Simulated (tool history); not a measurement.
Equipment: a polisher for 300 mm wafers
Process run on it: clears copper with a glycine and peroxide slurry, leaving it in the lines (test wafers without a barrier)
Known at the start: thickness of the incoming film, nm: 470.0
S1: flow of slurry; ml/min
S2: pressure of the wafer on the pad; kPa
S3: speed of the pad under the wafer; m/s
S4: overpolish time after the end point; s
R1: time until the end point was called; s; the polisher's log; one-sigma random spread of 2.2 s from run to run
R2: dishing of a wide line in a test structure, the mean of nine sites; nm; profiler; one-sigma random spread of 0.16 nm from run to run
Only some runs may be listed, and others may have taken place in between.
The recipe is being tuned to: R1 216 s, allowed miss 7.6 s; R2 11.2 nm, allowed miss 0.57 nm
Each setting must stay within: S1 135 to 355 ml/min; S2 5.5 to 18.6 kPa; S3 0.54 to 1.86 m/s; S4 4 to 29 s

run,hour,S1,S2,S3,S4,R1,R2
1,0,225,11.7,1.18,15,126.92,16.699
2,5,170,11.7,1.18,15,125.73,16.851
3,10.8,170,11.7,1.3,15,119.71,16.774
4,18.5,200,11,1.24,13,127.49,16.033
5,27.3,200,11,1.06,13,144.59,16.302
6,30.8,225,10.3,1.06,12,147.36,15.859
7,33.6,245,9.7,1.02,11,159.97,14.927
8,39.2,260,9,1,10,168.07,13.726
9,47.9,280,5.5,0.94,4,241.19,6.0345
10,49,215,8.3,0.78,9,210.69,12.085
11,52.3,210,8.3,0.78,9,214.1,12.231
12,53.4,200,8.3,0.8,9,211.38,12.325
13,57.6,265,6.9,0.84,4,223.16,6.6174
14,60.7,200,8.3,0.84,5,203.17,8.3927
15,62.1,200,8.3,0.8,5,213.89,8.1106
16,63.2,205,8.3,0.78,5,213.88,8.0073
17,66.9,140,9,0.74,12,218.54,13.925
18,68,140,9,0.76,12,214.26,14.102
19,72.2,140,9,0.78,12,210.2,14.373
20,79.5,140,8.3,0.82,10,209.67,12.548
21,81.2,140,6.9,0.86,7,233.41,9.5746

Which of these 5 next moves meets every target?
A,82.9,140,9,0.86,9,?,?
B,82.9,145,8.3,0.82,8,?,?
C,82.9,135,6.9,0.8,11,?,?
D,82.9,150,7.6,0.9,5,?,?
E,82.9,135,6.2,0.88,9,?,?

move,R1,R2
A,199.3,12.44
B,215.62,11.137
C,245.38,12.735
D,214.45,7.9864
E,247,11.136
A: takes the biggest miss from the last run beyond its target
B: all results in spec
C: takes the biggest miss from the last run beyond its target
D: lands further from the targets than the last run did
E: the furthest-off result lands on target, but another misses its tolerance
The right move is B.

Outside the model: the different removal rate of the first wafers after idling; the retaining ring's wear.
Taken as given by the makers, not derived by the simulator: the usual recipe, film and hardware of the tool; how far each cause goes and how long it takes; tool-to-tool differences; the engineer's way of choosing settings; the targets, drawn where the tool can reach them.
